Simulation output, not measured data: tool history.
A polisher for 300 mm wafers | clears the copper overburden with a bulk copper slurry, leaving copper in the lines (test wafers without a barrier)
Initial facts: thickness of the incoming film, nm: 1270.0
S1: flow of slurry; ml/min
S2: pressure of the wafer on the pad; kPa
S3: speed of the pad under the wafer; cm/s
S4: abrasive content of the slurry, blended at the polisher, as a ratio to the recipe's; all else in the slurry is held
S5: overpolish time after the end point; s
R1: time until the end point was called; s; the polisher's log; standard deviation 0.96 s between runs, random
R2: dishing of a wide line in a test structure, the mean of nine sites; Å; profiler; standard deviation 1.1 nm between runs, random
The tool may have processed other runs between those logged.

run 1 hour=0 | S1=290 S2=22.8 S3=100 S4=1 S5=13 | R1=117.31 R2=727.95
run 2 hour=5.7 | S1=290 S2=27.6 S3=100 S4=1 S5=13 | R1=97.453 R2=834.01
run 3 hour=14.1 | S1=290 S2=27.6 S3=88 S4=1 S5=13 | R1=106.54 R2=774.27
run 4 hour=21.1 | S1=290 S2=22.1 S3=88 S4=1 S5=13 | R1=134.15 R2=675.74
run 5 hour=28.8 | S1=290 S2=22.8 S3=88 S4=1 S5=14 | R1=129.18 R2=730.12
run 6 hour=36.4 | S1=290 S2=22.8 S3=88 S4=1 S5=18 | R1=129.1 R2=847.18

Run 7 is up next; what results do you expect?
run 7 hour=42.7 | S1=290 S2=23.4 S3=88 S4=1 S5=18 | R1=? R2=?

{"run 7": {"R1": 125.32, "R2": 861.85}}

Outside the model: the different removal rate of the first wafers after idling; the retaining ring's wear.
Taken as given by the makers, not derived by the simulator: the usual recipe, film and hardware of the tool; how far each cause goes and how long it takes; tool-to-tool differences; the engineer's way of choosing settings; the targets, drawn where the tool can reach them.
